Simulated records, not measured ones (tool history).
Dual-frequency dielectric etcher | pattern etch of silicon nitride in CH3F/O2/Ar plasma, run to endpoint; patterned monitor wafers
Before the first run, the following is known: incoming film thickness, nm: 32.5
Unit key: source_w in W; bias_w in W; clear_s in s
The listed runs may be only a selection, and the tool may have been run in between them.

run    day  source_w  bias_w  clear_s
  1      0       370      57   56.017
  2  0.308       390      58   55.153
  3  0.633       390      66   52.402
  4  0.983       360      66   54.849
  5  1.188       360      70   52.997
  6  1.521       380      70   52.265
  7  1.867       390      71   51.345

Forecast run 8:
  8  2.138       400      72        ?

clear_s: 51.409 s

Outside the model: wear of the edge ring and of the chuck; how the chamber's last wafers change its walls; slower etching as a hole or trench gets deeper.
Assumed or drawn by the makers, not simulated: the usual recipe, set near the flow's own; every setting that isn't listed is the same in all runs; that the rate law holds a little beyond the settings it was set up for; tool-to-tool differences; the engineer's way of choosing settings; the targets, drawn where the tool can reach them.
